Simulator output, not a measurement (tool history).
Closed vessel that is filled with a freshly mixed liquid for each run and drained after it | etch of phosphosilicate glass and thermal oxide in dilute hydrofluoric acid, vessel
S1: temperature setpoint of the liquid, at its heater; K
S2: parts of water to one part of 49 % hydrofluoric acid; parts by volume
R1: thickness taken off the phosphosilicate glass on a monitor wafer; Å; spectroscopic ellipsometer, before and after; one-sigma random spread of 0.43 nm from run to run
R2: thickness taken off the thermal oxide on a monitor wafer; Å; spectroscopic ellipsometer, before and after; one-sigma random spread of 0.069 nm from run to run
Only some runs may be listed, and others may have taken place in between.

Run 1, hour 0.0: S1 297.15 K, S2 245 parts by volume, time in the liquid (s) 60. Result: R1 224.59 Å, R2 9.4505 Å.
Run 2, hour 4.8: S1 297.15 K, S2 245 parts by volume, time in the liquid (s) 70. Result: R1 257.37 Å, R2 10.8960 Å.
Run 3, hour 9.9: S1 295.65 K, S2 245 parts by volume, time in the liquid (s) 70. Result: R1 245.45 Å, R2 10.1810 Å.
Run 4, hour 14.5: S1 295.65 K, S2 165 parts by volume, time in the liquid (s) 70. Result: R1 398.26 Å, R2 16.8720 Å.
Run 5, hour 17.1: S1 296.65 K, S2 165 parts by volume, time in the liquid (s) 70. Result: R1 407.79 Å, R2 17.3330 Å.
Run 6, hour 25.8: S1 299.65 K, S2 165 parts by volume, time in the liquid (s) 70. Result: R1 461.59 Å, R2 19.9230 Å.
Run 7, hour 27.3: S1 300.15 K, S2 165 parts by volume, time in the liquid (s) 70. Result: R1 463.85 Å, R2 18.7430 Å.
Run 8, hour 31.4: S1 300.65 K, S2 165 parts by volume, time in the liquid (s) 70. Result: R1 475.97 Å, R2 21.2110 Å.

What does the tool deliver on the next run?
Run 9, hour 35.9: S1 301.15 K, S2 155 parts by volume, time in the liquid (s) 70. Result: R1 ?, R2 ?.

{"run 9": {"R1": 518.24, "R2": 21.019}}
